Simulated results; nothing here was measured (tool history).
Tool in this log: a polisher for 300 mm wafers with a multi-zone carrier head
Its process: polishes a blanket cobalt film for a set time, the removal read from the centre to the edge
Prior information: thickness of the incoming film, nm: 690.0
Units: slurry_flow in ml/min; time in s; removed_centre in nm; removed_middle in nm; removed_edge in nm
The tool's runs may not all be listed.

run	hour	slurry_flow	centre_zone	middle_zone	edge_zone	time	removed_centre	removed_middle	removed_edge
1	0	280	1	1	1	33	210.25	213.77	218.22
2	1.1	280	1	1	1	40	256.52	264.93	263.5
3	9.2	280	1	1	1.06	40	254.58	264.48	271.69
4	10.3	305	1	1	1.06	40	256.99	259.49	272.14
5	13.4	305	1	1	1.09	40	257.95	261.42	281.18
6	22.2	305	0.95	1	1.09	40	242.67	261.51	276.82
7	26.4	305	0.95	1	1.09	40	242.97	265.72	276.36
8	33.5	235	0.85	1.04	0.99	32	172.61	217.51	207.29
9	39.5	220	0.81	1.05	0.93	31	156.01	206.84	192.53
10	44.8	230	0.82	1.06	0.94	31	161.18	213.43	195.94

Run 11, settings as shown, results not yet in. Your forecast:
11	52.7	240	0.82	1.06	0.94	31	?	?	?

Run 11 yielded removed_centre 160.5 nm, removed_middle 211.32 nm, removed_edge 195.79 nm.

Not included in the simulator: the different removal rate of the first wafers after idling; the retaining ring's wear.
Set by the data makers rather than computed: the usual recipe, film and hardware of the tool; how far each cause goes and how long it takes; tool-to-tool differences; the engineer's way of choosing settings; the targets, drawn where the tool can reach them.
